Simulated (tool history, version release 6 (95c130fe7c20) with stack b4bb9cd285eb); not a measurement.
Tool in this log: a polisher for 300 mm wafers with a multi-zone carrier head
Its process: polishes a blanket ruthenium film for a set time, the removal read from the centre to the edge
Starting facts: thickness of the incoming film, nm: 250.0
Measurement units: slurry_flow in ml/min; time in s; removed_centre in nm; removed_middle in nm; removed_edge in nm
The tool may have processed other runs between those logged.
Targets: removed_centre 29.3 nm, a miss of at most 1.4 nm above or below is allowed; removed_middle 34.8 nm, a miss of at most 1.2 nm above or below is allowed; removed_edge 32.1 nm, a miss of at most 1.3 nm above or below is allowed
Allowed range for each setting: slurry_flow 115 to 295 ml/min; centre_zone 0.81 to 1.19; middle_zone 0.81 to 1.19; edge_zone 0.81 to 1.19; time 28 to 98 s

run,hour,slurry_flow,centre_zone,middle_zone,edge_zone,time,removed_centre,removed_middle,removed_edge
1,0,190,1,1,1,63,50.78,51.475,51.308
2,1.1,185,0.97,1,0.97,56,43.817,45.433,43.585
3,5.1,140,0.97,1,0.97,56,40.574,42.693,41.568
4,12.8,140,1.05,1,0.97,56,44.522,42.476,42.757
5,21.4,135,1,0.99,0.95,53,38.561,39.388,39.971
6,22.1,135,1.07,0.99,0.95,53,40.288,39.456,40.584
7,24.3,135,1.03,0.99,0.92,51,37.456,37.911,37.724
8,30.5,135,0.99,0.99,0.9,50,35.885,37.124,37.41

Pick the move, out of 4, that brings all results within their allowed miss; only one does.
A,36.7,130,0.86,1.02,0.82,46,?,?,?
B,36.7,115,0.94,1.05,0.96,44,?,?,?
C,36.7,115,0.83,0.92,0.92,48,?,?,?
D,36.7,115,0.87,0.86,0.88,65,?,?,?

move,removed_centre,removed_middle,removed_edge
A,29.825,34.972,32.534
B,29.472,33.092,32.382
C,29.041,32.316,34.759
D,40.826,41.379,46.255
A: in spec on every target
B: the furthest-off result lands on target, but another misses its tolerance
C: the furthest-off result lands on target, but another misses its tolerance
D: moves away from the targets compared with the last run
A is the move that brings every result within its allowed miss.
